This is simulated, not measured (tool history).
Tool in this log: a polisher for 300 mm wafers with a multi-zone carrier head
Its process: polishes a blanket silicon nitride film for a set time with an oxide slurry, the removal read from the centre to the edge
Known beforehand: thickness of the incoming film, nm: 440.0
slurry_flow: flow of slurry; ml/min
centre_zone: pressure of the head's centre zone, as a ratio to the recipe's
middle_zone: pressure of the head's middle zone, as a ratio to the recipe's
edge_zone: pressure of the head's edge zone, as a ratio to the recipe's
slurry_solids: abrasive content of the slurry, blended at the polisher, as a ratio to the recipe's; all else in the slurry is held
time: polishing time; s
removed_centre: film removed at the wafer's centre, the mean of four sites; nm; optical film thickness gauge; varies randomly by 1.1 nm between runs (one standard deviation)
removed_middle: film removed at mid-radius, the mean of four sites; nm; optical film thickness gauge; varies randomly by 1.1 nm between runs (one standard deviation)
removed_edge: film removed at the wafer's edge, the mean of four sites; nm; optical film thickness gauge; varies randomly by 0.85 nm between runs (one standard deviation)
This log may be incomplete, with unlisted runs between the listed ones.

run 1 day=0 | slurry_flow=315 centre_zone=1 middle_zone=1 edge_zone=1 slurry_solids=1 time=85 | removed_centre=65.045 removed_middle=65.063 removed_edge=63.8
run 2 day=0.075 | slurry_flow=315 centre_zone=1.07 middle_zone=1 edge_zone=1 slurry_solids=1 time=85 | removed_centre=71.239 removed_middle=65.402 removed_edge=65.713
run 3 day=0.375 | slurry_flow=315 centre_zone=1.07 middle_zone=1.01 edge_zone=1.02 slurry_solids=1 time=85 | removed_centre=72.193 removed_middle=66.123 removed_edge=65.326
run 4 day=0.512 | slurry_flow=315 centre_zone=1.07 middle_zone=1.01 edge_zone=0.98 slurry_solids=1 time=85 | removed_centre=70.537 removed_middle=64.91 removed_edge=63.825
run 5 day=0.712 | slurry_flow=315 centre_zone=1.07 middle_zone=1.01 edge_zone=0.98 slurry_solids=1 time=75 | removed_centre=61.63 removed_middle=59.508 removed_edge=55.877
run 6 day=0.754 | slurry_flow=315 centre_zone=1.07 middle_zone=1.01 edge_zone=1 slurry_solids=1.05 time=75 | removed_centre=65.809 removed_middle=58.982 removed_edge=57.898
run 7 day=0.958 | slurry_flow=315 centre_zone=1.05 middle_zone=1.02 edge_zone=1.01 slurry_solids=1.1 time=76 | removed_centre=66.34 removed_middle=62.148 removed_edge=61.105
run 8 day=1.217 | slurry_flow=315 centre_zone=1.05 middle_zone=1.03 edge_zone=1.02 slurry_solids=1.15 time=76 | removed_centre=67.693 removed_middle=65.396 removed_edge=62.715
run 9 day=1.417 | slurry_flow=310 centre_zone=1.07 middle_zone=0.96 edge_zone=1.12 slurry_solids=1.4 time=79 | removed_centre=78.433 removed_middle=68.797 removed_edge=76.832

Run 10, settings as shown, results not yet in. Your forecast:
run 10 day=1.708 | slurry_flow=310 centre_zone=1.07 middle_zone=0.97 edge_zone=1.12 slurry_solids=1.4 time=79 | removed_centre=? removed_middle=? removed_edge=?

{"run 10": {"removed_centre": 79.313, "removed_middle": 69.833, "removed_edge": 75.38}}
